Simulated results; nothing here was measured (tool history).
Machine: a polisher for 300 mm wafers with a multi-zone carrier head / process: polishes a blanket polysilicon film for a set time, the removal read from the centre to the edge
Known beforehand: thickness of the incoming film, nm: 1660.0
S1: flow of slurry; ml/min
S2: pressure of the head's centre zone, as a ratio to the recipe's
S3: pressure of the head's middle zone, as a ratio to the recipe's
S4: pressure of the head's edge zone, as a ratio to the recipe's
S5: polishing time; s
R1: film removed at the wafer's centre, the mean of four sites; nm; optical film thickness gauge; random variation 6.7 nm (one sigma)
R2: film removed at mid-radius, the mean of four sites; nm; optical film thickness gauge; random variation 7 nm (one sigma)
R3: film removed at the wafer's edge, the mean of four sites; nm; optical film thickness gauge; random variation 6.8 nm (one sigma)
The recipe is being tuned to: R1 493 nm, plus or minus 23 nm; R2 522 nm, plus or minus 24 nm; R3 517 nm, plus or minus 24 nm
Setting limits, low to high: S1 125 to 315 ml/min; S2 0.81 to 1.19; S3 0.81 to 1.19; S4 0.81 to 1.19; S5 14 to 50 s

| run | hour | S1 | S2 | S3 | S4 | S5 | R1 | R2 | R3 |
|---|---|---|---|---|---|---|---|---|---|
| 1 | 0 | 205 | 1 | 1 | 1 | 32 | 358.26 | 352.06 | 344.63 |
| 2 | 8.2 | 205 | 0.99 | 1.01 | 1.03 | 35 | 382.47 | 378.47 | 375.54 |
| 3 | 9.2 | 205 | 0.98 | 1.02 | 1.04 | 38 | 410.24 | 420.85 | 398.82 |
| 4 | 11.2 | 205 | 1.05 | 1.02 | 1.04 | 38 | 435.54 | 425.47 | 410.89 |
| 5 | 13.8 | 205 | 1.05 | 1.02 | 0.96 | 38 | 434.68 | 421.44 | 391.21 |
| 6 | 22.3 | 205 | 1.05 | 1.06 | 0.96 | 38 | 437.08 | 441.5 | 397.34 |
| 7 | 30.4 | 205 | 1.03 | 1.06 | 1.01 | 40 | 445.75 | 448.74 | 422.23 |
| 8 | 34 | 205 | 1.03 | 1.08 | 1.04 | 41 | 462 | 477.75 | 443.22 |

Consider the 4 candidate settings below. Which is the only one whose results all fall within their allowed miss of target?
| A | 37.6 | 160 | 1.12 | 1.09 | 0.88 | 40 | ? | ? | ? |
| B | 37.6 | 175 | 0.95 | 1.04 | 1.09 | 48 | ? | ? | ? |
| C | 37.6 | 150 | 0.87 | 0.98 | 1.18 | 50 | ? | ? | ? |
| D | 37.6 | 175 | 1.04 | 1.05 | 1.13 | 39 | ? | ? | ? |

| move | R1 | R2 | R3 |
|---|---|---|---|
| A | 469.85 | 457.4 | 383 |
| B | 486.29 | 537.94 | 515.49 |
| C | 448.53 | 519.89 | 548.1 |
| D | 432.87 | 440.13 | 426.52 |
A: the biggest miss grows against the last run
B: every result lands within tolerance
C: takes the result that was furthest off past its target
D: the biggest miss grows against the last run
So the answer is move B, the one that meets all the targets.

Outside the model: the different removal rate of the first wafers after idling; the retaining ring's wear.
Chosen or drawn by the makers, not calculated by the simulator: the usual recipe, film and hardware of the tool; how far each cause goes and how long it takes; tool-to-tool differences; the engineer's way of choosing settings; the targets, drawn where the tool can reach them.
